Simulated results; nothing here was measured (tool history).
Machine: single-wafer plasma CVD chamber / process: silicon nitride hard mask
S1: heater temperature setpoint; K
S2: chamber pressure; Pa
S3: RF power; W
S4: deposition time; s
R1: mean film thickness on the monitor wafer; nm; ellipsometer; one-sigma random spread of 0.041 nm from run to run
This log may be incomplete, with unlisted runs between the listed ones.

Run 1, hour 0.0: S1 653.15 K, S2 227 Pa, S3 375 W, S4 20.1 s. Result: R1 25.855 nm.
Run 2, hour 3.1: S1 654.15 K, S2 211 Pa, S3 355 W, S4 19.9 s. Result: R1 24.076 nm.
Run 3, hour 11.9: S1 654.15 K, S2 187 Pa, S3 355 W, S4 19.9 s. Result: R1 23.051 nm.
Run 4, hour 13.4: S1 654.15 K, S2 180 Pa, S3 340 W, S4 19.8 s. Result: R1 21.818 nm.
Run 5, hour 17.8: S1 654.15 K, S2 180 Pa, S3 390 W, S4 19.8 s. Result: R1 24.532 nm.
At hour 19.9: thermocouple changed; heater temperature recalibrated.
Run 6, hour 19.9: S1 664.15 K, S2 180 Pa, S3 390 W, S4 19.8 s. Result: R1 24.476 nm.

What will run 7 give?
Run 7, hour 22.8: S1 664.15 K, S2 175 Pa, S3 370 W, S4 19.7 s. Result: R1 ?.

Run 7 gave R1 23.061 nm.
